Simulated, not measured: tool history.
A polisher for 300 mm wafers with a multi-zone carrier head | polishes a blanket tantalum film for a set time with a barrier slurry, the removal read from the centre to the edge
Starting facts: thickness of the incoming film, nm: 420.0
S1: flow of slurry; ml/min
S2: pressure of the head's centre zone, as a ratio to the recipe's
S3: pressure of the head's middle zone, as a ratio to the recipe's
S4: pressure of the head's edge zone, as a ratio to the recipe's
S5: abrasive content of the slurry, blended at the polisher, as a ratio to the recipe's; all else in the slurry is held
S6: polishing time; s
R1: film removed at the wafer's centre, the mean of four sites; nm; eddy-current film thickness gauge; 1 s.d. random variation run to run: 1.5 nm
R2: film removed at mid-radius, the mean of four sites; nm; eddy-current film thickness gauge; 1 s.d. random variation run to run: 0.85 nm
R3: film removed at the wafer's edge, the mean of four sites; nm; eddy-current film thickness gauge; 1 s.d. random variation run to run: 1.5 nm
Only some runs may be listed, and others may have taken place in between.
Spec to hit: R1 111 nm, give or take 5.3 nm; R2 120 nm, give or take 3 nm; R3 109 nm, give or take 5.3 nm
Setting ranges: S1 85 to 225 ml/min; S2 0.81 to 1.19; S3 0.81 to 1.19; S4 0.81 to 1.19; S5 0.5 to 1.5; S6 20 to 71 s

{"run": 1, "day": 0.0, "S1": 145, "S2": 1, "S3": 1, "S4": 1, "S5": 1, "S6": 45, "R1": 80.59, "R2": 77.951, "R3": 78.821}
{"run": 2, "day": 0.192, "S1": 145, "S2": 0.94, "S3": 1, "S4": 1, "S5": 1, "S6": 45, "R1": 74.48, "R2": 76.605, "R3": 80.658}
{"run": 3, "day": 0.512, "S1": 145, "S2": 0.94, "S3": 1, "S4": 1, "S5": 1.2, "S6": 45, "R1": 77.986, "R2": 81.952, "R3": 84.783}
{"run": 4, "day": 0.721, "S1": 155, "S2": 0.96, "S3": 1.02, "S4": 1.02, "S5": 1.25, "S6": 46, "R1": 86, "R2": 88.632, "R3": 88.714}
{"run": 5, "day": 1.0, "S1": 155, "S2": 0.96, "S3": 1.02, "S4": 1.08, "S5": 1.25, "S6": 46, "R1": 85.399, "R2": 86.955, "R3": 90.579}
{"run": 6, "day": 1.2, "S1": 155, "S2": 0.89, "S3": 1.02, "S4": 1.08, "S5": 1.25, "S6": 46, "R1": 79.533, "R2": 87.753, "R3": 91.355}
{"run": 7, "day": 1.475, "S1": 160, "S2": 0.91, "S3": 1.04, "S4": 1.09, "S5": 1.3, "S6": 47, "R1": 85.124, "R2": 92.547, "R3": 94.44}
{"run": 8, "day": 1.558, "S1": 165, "S2": 0.92, "S3": 1.06, "S4": 1.1, "S5": 1.35, "S6": 48, "R1": 88.986, "R2": 98.319, "R3": 99.785}
{"run": 9, "day": 1.579, "S1": 170, "S2": 0.94, "S3": 1.08, "S4": 1.1, "S5": 1.4, "S6": 48, "R1": 91.649, "R2": 100.71, "R3": 102.88}
{"run": 10, "day": 1.933, "S1": 175, "S2": 0.96, "S3": 1.1, "S4": 1.07, "S5": 1.4, "S6": 48, "R1": 94.824, "R2": 103.87, "R3": 100.02}
{"run": 11, "day": 2.121, "S1": 215, "S2": 1.03, "S3": 1.18, "S4": 1.14, "S5": 1.5, "S6": 48, "R1": 106.56, "R2": 115.87, "R3": 109.4}
{"run": 12, "day": 2.246, "S1": 215, "S2": 1.03, "S3": 1.18, "S4": 1.13, "S5": 1.5, "S6": 48, "R1": 106.66, "R2": 114.92, "R3": 108.23}
{"run": 13, "day": 2.604, "S1": 215, "S2": 1.03, "S3": 1.18, "S4": 1.12, "S5": 1.5, "S6": 48, "R1": 107.66, "R2": 115.13, "R3": 107.54}

Next run, 4 choices. One meets every target within its allowed miss, the rest don't. Which?
{"run": "A", "day": 2.962, "S1": 220, "S2": 1.07, "S3": 1.09, "S4": 1.05, "S5": 1.5, "S6": 48, "R1": "?", "R2": "?", "R3": "?"}
{"run": "B", "day": 2.962, "S1": 200, "S2": 1.02, "S3": 1.16, "S4": 1.04, "S5": 1.5, "S6": 51, "R1": "?", "R2": "?", "R3": "?"}
{"run": "C", "day": 2.962, "S1": 200, "S2": 1.05, "S3": 1.14, "S4": 1.09, "S5": 1.5, "S6": 49, "R1": "?", "R2": "?", "R3": "?"}
{"run": "D", "day": 2.962, "S1": 220, "S2": 1.07, "S3": 1.19, "S4": 1.14, "S5": 1.5, "S6": 46, "R1": "?", "R2": "?", "R3": "?"}

move=A R1=111.41 R2=107.24 R3=102.17
move=B R1=111.55 R2=118.6 R3=106.86
move=C R1=110.09 R2=112.23 R3=105.04
move=D R1=106.84 R2=110.82 R3=101.76
A: lands further from the targets than the last run did
B: meets every target
C: lands further from the targets than the last run did
D: lands further from the targets than the last run did
So the answer is move B, the one that meets all the targets.
